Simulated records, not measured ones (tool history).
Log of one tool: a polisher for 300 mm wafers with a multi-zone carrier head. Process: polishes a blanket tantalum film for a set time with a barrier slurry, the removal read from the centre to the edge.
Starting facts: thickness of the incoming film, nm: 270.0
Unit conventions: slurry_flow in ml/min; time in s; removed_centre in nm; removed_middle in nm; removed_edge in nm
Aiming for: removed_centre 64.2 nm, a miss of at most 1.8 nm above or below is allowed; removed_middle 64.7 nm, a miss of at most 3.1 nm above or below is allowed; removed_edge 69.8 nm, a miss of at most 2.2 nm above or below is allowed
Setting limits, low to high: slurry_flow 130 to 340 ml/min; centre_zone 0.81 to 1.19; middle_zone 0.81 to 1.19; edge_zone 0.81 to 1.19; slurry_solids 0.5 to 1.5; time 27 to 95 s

| run | hour | slurry_flow | centre_zone | middle_zone | edge_zone | slurry_solids | time | removed_centre | removed_middle | removed_edge |
|---|---|---|---|---|---|---|---|---|---|---|
| 1 | 0 | 220 | 1 | 1 | 1 | 1 | 61 | 56.093 | 55.874 | 57.854 |
| 2 | 3.2 | 220 | 1 | 1 | 0.92 | 1 | 61 | 56.717 | 56.245 | 56.458 |
| 3 | 11.4 | 220 | 0.94 | 1 | 0.92 | 1 | 61 | 52.587 | 55.296 | 56.333 |
| 4 | 14.1 | 185 | 0.94 | 1 | 0.92 | 1 | 61 | 51.389 | 54.489 | 54.698 |
| 5 | 19.5 | 200 | 0.95 | 1 | 0.95 | 1.05 | 61 | 53.329 | 56.283 | 57.525 |
| 6 | 25 | 210 | 0.96 | 1 | 0.97 | 1.1 | 61 | 54.911 | 59.057 | 58.651 |
| 7 | 29.7 | 220 | 0.97 | 0.99 | 0.99 | 1.1 | 61 | 56.043 | 57.844 | 59.48 |
| 8 | 35.3 | 230 | 0.97 | 0.99 | 1.01 | 1.15 | 61 | 56.764 | 58.945 | 61.523 |
| 9 | 41.8 | 235 | 0.98 | 0.99 | 1.02 | 1.15 | 61 | 57.654 | 57.296 | 60.694 |
| 10 | 49.8 | 235 | 0.98 | 0.99 | 1.03 | 1.2 | 61 | 58.194 | 59.064 | 61.949 |
| 11 | 57.5 | 240 | 0.98 | 0.99 | 1.05 | 1.25 | 61 | 58.691 | 59.461 | 62.856 |
| 12 | 61 | 245 | 0.98 | 0.99 | 1.06 | 1.3 | 61 | 59.819 | 59.79 | 63.729 |
| 13 | 67.9 | 245 | 0.98 | 0.99 | 1.06 | 1.3 | 61 | 60.266 | 61.285 | 62.991 |
| 14 | 70.7 | 245 | 0.98 | 0.99 | 1.07 | 1.3 | 61 | 58.894 | 61.623 | 64.517 |
| 15 | 72 | 250 | 0.98 | 0.99 | 1.08 | 1.3 | 61 | 59.174 | 61.218 | 62.934 |
| 16 | 77.8 | 245 | 0.98 | 0.99 | 1.08 | 1.3 | 61 | 59.843 | 59.723 | 63.568 |
| 17 | 82.1 | 245 | 0.98 | 0.99 | 1.08 | 1.3 | 61 | 59.396 | 60.179 | 64.381 |
| 18 | 82.9 | 245 | 0.98 | 0.99 | 1.08 | 1.3 | 61 | 60.499 | 60.536 | 64.392 |
| 19 | 84.5 | 245 | 0.98 | 0.99 | 1.09 | 1.35 | 61 | 60.905 | 59.765 | 65.135 |
| 20 | 92.7 | 250 | 0.98 | 0.99 | 1.1 | 1.35 | 61 | 60.064 | 60.839 | 64.809 |
| 21 | 95.5 | 250 | 0.98 | 0.99 | 1.11 | 1.35 | 61 | 60.249 | 60.085 | 65.383 |
| 22 | 102.6 | 250 | 0.98 | 0.99 | 1.12 | 1.35 | 61 | 60.056 | 60.557 | 65.202 |

Consider the 4 candidate settings below. Which is the only one whose results all fall within their allowed miss of target?
| A | 109.7 | 275 | 0.89 | 0.98 | 1.12 | 1.4 | 62 | ? | ? | ? |
| B | 109.7 | 250 | 1.06 | 0.89 | 1.16 | 1.35 | 59 | ? | ? | ? |
| C | 109.7 | 295 | 1.15 | 1.06 | 1.15 | 1.15 | 59 | ? | ? | ? |
| D | 109.7 | 245 | 0.98 | 0.97 | 1.12 | 1.4 | 65 | ? | ? | ? |

| move | removed_centre | removed_middle | removed_edge |
|---|---|---|---|
| A | 56.537 | 62.524 | 68.351 |
| B | 62.871 | 53.839 | 64.991 |
| C | 67.089 | 61.075 | 63.047 |
| D | 64.382 | 64.122 | 70.973 |
A: moves away from the targets compared with the last run
B: the worst result of the last run now meets its target, but another is out of spec
C: takes the biggest miss from the last run beyond its target
D: each result inside its tolerance
D is the move that brings every result within its allowed miss.
